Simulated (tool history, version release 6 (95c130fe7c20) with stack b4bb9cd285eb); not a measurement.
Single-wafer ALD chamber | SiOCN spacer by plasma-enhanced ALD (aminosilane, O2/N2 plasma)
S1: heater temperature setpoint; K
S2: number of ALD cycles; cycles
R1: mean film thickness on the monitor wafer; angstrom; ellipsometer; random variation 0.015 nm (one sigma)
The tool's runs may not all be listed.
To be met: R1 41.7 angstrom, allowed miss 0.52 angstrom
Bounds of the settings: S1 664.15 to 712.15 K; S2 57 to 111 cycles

run 1 hour=0 | S1=688.15 S2=84 | R1=47.405
run 2 hour=5.4 | S1=688.15 S2=77 | R1=43.582
run 3 hour=7.1 | S1=688.15 S2=87 | R1=49.002
run 4 hour=12 | S1=684.15 S2=87 | R1=49.788
run 5 hour=17.3 | S1=691.15 S2=87 | R1=48.679
run 6 hour=18.6 | S1=695.15 S2=85 | R1=46.522
run 7 hour=27.5 | S1=695.15 S2=85 | R1=46.882
run 8 hour=29.8 | S1=695.15 S2=85 | R1=46.86
run 9 hour=36.6 | S1=698.15 S2=84 | R1=45.81
run 10 hour=45.4 | S1=701.15 S2=83 | R1=44.822
run 11 hour=46.7 | S1=703.15 S2=82 | R1=44.03
run 12 hour=53.5 | S1=705.15 S2=81 | R1=42.977
run 13 hour=57.3 | S1=706.15 S2=81 | R1=43.211
-- hour=58.7 thermocouple changed; heater temperature recalibrated
run 14 hour=58.7 | S1=707.15 S2=81 | R1=43.217

4 next moves are on the table. One of them brings every result within its allowed miss. Which?
run A hour=60.1 | S1=712.15 S2=77 | R1=?
run B hour=60.1 | S1=703.15 S2=75 | R1=?
run C hour=60.1 | S1=709.15 S2=76 | R1=?
run D hour=60.1 | S1=703.15 S2=77 | R1=?

move=A R1=40.493
move=B R1=40.737
move=C R1=40.405
move=D R1=41.823
A: takes the result that was furthest off past its target
B: takes the result that was furthest off past its target
C: takes the result that was furthest off past its target
D: meets every target
Answer: D
